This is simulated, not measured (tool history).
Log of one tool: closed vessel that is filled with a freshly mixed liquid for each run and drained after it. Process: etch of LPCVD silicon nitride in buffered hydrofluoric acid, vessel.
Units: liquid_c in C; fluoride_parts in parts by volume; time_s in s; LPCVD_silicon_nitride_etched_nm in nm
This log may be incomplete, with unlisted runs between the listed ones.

| run | hour | liquid_c | fluoride_parts | time_s | LPCVD_silicon_nitride_etched_nm |
|---|---|---|---|---|---|
| 1 | 0 | 23 | 16 | 330 | 2.7389 |
| 2 | 6.5 | 24.5 | 14.5 | 330 | 3.2665 |
| 3 | 11.5 | 25.5 | 13.5 | 330 | 3.7213 |
| 4 | 15.5 | 26.5 | 13 | 330 | 4.0437 |
| 5 | 23.8 | 27.5 | 12.5 | 330 | 4.4321 |
| 6 | 30.7 | 29 | 12.5 | 330 | 4.8009 |
| 7 | 38 | 29.5 | 12 | 330 | 5.1269 |
| 8 | 42.9 | 30 | 11.5 | 330 | 5.5129 |
| 9 | 46.4 | 30 | 11 | 330 | 5.772 |

For run 10, what comes out?
| 10 | 55 | 30.5 | 10.5 | 330 | ? |

LPCVD_silicon_nitride_etched_nm: 6.1416 nm

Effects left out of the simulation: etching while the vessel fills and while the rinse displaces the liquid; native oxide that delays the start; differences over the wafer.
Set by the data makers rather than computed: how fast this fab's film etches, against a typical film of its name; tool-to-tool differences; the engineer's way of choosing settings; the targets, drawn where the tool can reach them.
